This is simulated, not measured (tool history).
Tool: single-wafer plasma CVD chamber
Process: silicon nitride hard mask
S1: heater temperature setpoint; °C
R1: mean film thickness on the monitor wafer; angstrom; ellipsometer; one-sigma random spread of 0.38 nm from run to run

run 1 hour=0.0 | S1=380 chamber_pressure_(mTorr)=1110 RF_power_(kW)=0.350 deposition_time_(s)=77.5 | R1=845.22
run 2 hour=2.5 | S1=380 chamber_pressure_(mTorr)=1140 RF_power_(kW)=0.355 deposition_time_(s)=77.6 | R1=860.48
run 3 hour=10.4 | S1=380 chamber_pressure_(mTorr)=1020 RF_power_(kW)=0.355 deposition_time_(s)=77.6 | R1=832.01
run 4 hour=12.6 | S1=380 chamber_pressure_(mTorr)=1050 RF_power_(kW)=0.360 deposition_time_(s)=77.7 | R1=849.86
run 5 hour=19.1 | S1=380 chamber_pressure_(mTorr)=930 RF_power_(kW)=0.360 deposition_time_(s)=77.7 | R1=822.47
run 6 hour=23.3 | S1=380 chamber_pressure_(mTorr)=930 RF_power_(kW)=0.320 deposition_time_(s)=77.7 | R1=750.71
run 7 hour=28.8 | S1=380 chamber_pressure_(mTorr)=970 RF_power_(kW)=0.325 deposition_time_(s)=77.8 | R1=771.49

Run 8 is up next; what results do you expect?
run 8 hour=34.9 | S1=380 chamber_pressure_(mTorr)=1010 RF_power_(kW)=0.330 deposition_time_(s)=77.9 | R1=?

R1: 792.48 angstrom
